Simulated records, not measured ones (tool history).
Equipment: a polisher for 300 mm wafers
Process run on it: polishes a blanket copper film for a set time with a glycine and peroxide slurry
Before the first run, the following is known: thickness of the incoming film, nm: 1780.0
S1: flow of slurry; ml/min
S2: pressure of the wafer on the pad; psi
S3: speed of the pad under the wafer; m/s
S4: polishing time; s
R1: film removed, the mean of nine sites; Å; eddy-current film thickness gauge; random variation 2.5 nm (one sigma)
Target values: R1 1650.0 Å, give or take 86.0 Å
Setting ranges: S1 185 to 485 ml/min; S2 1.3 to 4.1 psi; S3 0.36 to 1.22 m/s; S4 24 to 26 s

{"run": 1, "hour": 0.0, "S1": 310, "S2": 2.7, "S3": 0.78, "S4": 26, "R1": 1272.7}
{"run": 2, "hour": 3.9, "S1": 310, "S2": 2.7, "S3": 0.98, "S4": 26, "R1": 1505.6}
{"run": 3, "hour": 11.3, "S1": 310, "S2": 2.8, "S3": 0.98, "S4": 26, "R1": 1518.2}
{"run": 4, "hour": 12.7, "S1": 350, "S2": 2.8, "S3": 0.98, "S4": 26, "R1": 1567.2}
{"run": 5, "hour": 19.6, "S1": 350, "S2": 2.8, "S3": 0.98, "S4": 24, "R1": 1411.4}
{"run": 6, "hour": 20.7, "S1": 350, "S2": 2.8, "S3": 0.98, "S4": 24, "R1": 1445.8}
{"run": 7, "hour": 28.3, "S1": 350, "S2": 2.9, "S3": 0.98, "S4": 24, "R1": 1464.0}
{"run": 8, "hour": 32.4, "S1": 350, "S2": 3.0, "S3": 0.98, "S4": 24, "R1": 1539.8}
{"run": 9, "hour": 36.1, "S1": 350, "S2": 3.1, "S3": 0.98, "S4": 24, "R1": 1583.2}

Which of these 4 next moves meets every target?
{"run": "A", "hour": 39.8, "S1": 335, "S2": 3.3, "S3": 0.96, "S4": 25, "R1": "?"}
{"run": "B", "hour": 39.8, "S1": 360, "S2": 2.9, "S3": 0.96, "S4": 24, "R1": "?"}
{"run": "C", "hour": 39.8, "S1": 350, "S2": 3.2, "S3": 0.88, "S4": 24, "R1": "?"}
{"run": "D", "hour": 39.8, "S1": 375, "S2": 3.2, "S3": 0.88, "S4": 24, "R1": "?"}

move=A R1=1665.7
move=B R1=1456.5
move=C R1=1457.9
move=D R1=1465.9
A: all results in spec
B: the biggest miss grows against the last run
C: the biggest miss grows against the last run
D: the biggest miss grows against the last run
A is the move that brings every result within its allowed miss.
